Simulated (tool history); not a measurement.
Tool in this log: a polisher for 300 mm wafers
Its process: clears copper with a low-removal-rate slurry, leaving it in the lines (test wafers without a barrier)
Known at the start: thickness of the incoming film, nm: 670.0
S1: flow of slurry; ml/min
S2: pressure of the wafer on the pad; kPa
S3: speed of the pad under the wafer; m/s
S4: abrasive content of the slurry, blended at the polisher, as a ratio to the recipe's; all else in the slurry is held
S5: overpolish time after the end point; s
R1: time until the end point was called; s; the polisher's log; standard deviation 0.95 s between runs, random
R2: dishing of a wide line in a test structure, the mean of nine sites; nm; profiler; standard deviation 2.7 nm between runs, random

Run 1, day 0.000: S1 175 ml/min, S2 22.1 kPa, S3 1.24 m/s, S4 1.00, S5 27 s. Result: R1 156.48 s, R2 65.686 nm.
Run 2, day 0.233: S1 175 ml/min, S2 22.1 kPa, S3 1.40 m/s, S4 1.00, S5 27 s. Result: R1 137.34 s, R2 70.069 nm.
Run 3, day 0.358: S1 175 ml/min, S2 22.1 kPa, S3 1.40 m/s, S4 0.85, S5 27 s. Result: R1 144.95 s, R2 67.226 nm.
Run 4, day 0.567: S1 180 ml/min, S2 23.4 kPa, S3 1.40 m/s, S4 0.85, S5 29 s. Result: R1 134.41 s, R2 73.737 nm.
Run 5, day 0.642: S1 180 ml/min, S2 23.4 kPa, S3 1.40 m/s, S4 0.65, S5 29 s. Result: R1 142.79 s, R2 70.388 nm.
Run 6, day 0.812: S1 180 ml/min, S2 17.9 kPa, S3 1.40 m/s, S4 0.65, S5 29 s. Result: R1 186.38 s, R2 56.164 nm.
Run 7, day 0.983: S1 185 ml/min, S2 20.0 kPa, S3 1.40 m/s, S4 0.65, S5 31 s. Result: R1 167.79 s, R2 66.993 nm.
Run 8, day 1.021: S1 190 ml/min, S2 21.4 kPa, S3 1.40 m/s, S4 0.65, S5 32 s. Result: R1 158.06 s, R2 72.878 nm.
Run 9, day 1.067: S1 190 ml/min, S2 22.8 kPa, S3 1.40 m/s, S4 0.65, S5 33 s. Result: R1 145.59 s, R2 77.987 nm.
Run 10, day 1.167: S1 195 ml/min, S2 23.4 kPa, S3 1.40 m/s, S4 0.65, S5 34 s. Result: R1 144.47 s, R2 79.115 nm.

What will run 11 give?
Run 11, day 1.492: S1 195 ml/min, S2 24.8 kPa, S3 1.40 m/s, S4 0.65, S5 35 s. Result: R1 ?, R2 ?.

R1: 136.27 s
R2: 86.340 nm

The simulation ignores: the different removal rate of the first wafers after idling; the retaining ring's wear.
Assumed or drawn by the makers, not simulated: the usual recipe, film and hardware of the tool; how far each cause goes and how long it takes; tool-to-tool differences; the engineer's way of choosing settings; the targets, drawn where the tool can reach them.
